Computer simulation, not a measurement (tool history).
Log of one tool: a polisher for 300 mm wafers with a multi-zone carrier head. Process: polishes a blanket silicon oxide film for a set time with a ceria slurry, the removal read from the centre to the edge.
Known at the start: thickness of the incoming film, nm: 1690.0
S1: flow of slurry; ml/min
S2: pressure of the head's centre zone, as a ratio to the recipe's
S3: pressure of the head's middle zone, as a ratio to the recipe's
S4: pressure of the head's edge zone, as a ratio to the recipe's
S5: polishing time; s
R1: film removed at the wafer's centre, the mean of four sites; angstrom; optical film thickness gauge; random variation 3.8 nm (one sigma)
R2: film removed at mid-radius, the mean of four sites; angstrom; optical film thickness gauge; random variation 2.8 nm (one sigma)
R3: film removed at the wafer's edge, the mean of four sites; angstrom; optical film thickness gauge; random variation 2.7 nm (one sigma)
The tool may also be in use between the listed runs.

run  hour   S1    S2    S3    S4  S5      R1      R2      R3
  1     0  220     1     1     1  52  4002.7  3974.1  4189.3
  2     5  220     1     1  1.03  52  3965.1  4015.8  4239.2
  3   8.5  220  1.06     1  1.03  52  4356.6    3975  4200.4
  4  14.2  260  1.06     1  1.03  52  4436.8  4088.3  4303.6
     15.8  -- edge zone pressure recalibrated
  5  15.8  260  1.12     1  1.03  52  4494.7  4039.6  4120.3
  6  20.2  215  1.12     1  1.03  52  4415.7    3888  4108.6
  7  21.7  215  1.08     1  0.99  46  3772.4  3471.4  3529.6
  8  22.5  205  1.04  0.98  0.95  44  3503.7  3267.2  3326.3
  9  29.4  195  1.01  0.97  0.92  42  3164.1  3046.1  3082.3
 10  35.9  185  0.99  0.96   0.9  42  3135.8  3043.4    3035

Run 11 comes next. What will it give?
 11  42.5  175  0.92  0.91  0.88  39   ?   ?   ?

Run 11 gave R1 2641.5 angstrom, R2 2670.3 angstrom, R3 2786.1 angstrom.

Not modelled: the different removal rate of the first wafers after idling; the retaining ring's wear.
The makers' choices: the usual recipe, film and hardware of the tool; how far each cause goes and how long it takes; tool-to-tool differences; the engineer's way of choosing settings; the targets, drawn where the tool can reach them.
